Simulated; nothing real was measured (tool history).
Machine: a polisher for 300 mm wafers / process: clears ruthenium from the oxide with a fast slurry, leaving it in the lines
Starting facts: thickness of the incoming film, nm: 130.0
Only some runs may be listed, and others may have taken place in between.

run,hour,flow of slurry (ml/min),pressure of the wafer on the pad (psi),speed of the pad under the wafer (cm/s),abrasive content of the slurry,overpolish time after the end point (s),time until the end point was called (s),dishing of a wide line in a test structure (angstrom)
1,0.0,215,3.0,90,1.0,24,35.231,692.91
2,3.2,215,3.5,90,1.0,24,30.794,768.80
3,11.1,220,3.7,92,1.0,23,28.583,785.01
4,19.8,220,3.9,94,1.0,22,26.584,796.88
5,28.8,220,3.9,94,1.2,22,25.171,849.76
6,36.7,220,3.9,94,1.2,15,25.343,616.84

Predict the results of run 7:
7,41.2,220,4.0,94,1.2,16,?,?

{"run 7": {"time until the end point was called (s)": 24.588, "dishing of a wide line in a test structure (angstrom)": 675.81}}
